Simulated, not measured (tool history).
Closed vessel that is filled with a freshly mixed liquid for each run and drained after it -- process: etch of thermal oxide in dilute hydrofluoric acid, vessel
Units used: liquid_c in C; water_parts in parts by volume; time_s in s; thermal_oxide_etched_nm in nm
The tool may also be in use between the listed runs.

run,hour,liquid_c,water_parts,time_s,thermal_oxide_etched_nm
1,0.0,25.0,220,145,2.7037
2,0.5,23.5,220,145,2.5448
3,9.3,23.5,255,145,2.1044
4,12.8,23.0,255,145,2.0580
5,20.2,23.0,255,110,1.5539
6,25.5,24.0,255,110,1.6290
7,30.3,28.0,250,110,1.9350

What will run 8 give?
8,31.5,28.5,250,110,?

{"run 8": {"thermal_oxide_etched_nm": 1.9369}}
